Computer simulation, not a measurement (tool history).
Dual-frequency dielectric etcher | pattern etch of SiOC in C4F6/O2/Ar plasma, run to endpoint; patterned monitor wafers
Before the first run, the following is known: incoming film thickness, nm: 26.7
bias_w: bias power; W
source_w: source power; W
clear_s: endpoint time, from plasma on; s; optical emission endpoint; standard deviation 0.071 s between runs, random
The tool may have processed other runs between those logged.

{"run": 1, "hour": 0.0, "bias_w": 445, "source_w": 310, "clear_s": 9.0136}
{"run": 2, "hour": 2.7, "bias_w": 464, "source_w": 320, "clear_s": 8.8439}
{"run": 3, "hour": 10.3, "bias_w": 384, "source_w": 320, "clear_s": 9.3977}
{"run": 4, "hour": 14.2, "bias_w": 384, "source_w": 350, "clear_s": 9.1089}
{"run": 5, "hour": 18.5, "bias_w": 337, "source_w": 350, "clear_s": 9.5971}
{"run": 6, "hour": 26.3, "bias_w": 366, "source_w": 360, "clear_s": 9.2623}
{"run": 7, "hour": 32.3, "bias_w": 391, "source_w": 370, "clear_s": 8.8271}
{"run": 8, "hour": 34.3, "bias_w": 406, "source_w": 370, "clear_s": 8.8399}
{"run": 9, "hour": 42.4, "bias_w": 423, "source_w": 380, "clear_s": 8.5274}
{"run": 10, "hour": 48.8, "bias_w": 423, "source_w": 380, "clear_s": 8.5181}
{"run": 11, "hour": 55.1, "bias_w": 433, "source_w": 380, "clear_s": 8.4076}
{"run": 12, "hour": 63.2, "bias_w": 441, "source_w": 380, "clear_s": 8.4205}
{"run": 13, "hour": 69.1, "bias_w": 450, "source_w": 380, "clear_s": 8.4467}

What will run 14 give?
{"run": 14, "hour": 70.6, "bias_w": 460, "source_w": 380, "clear_s": "?"}

{"run 14": {"clear_s": 8.1949}}
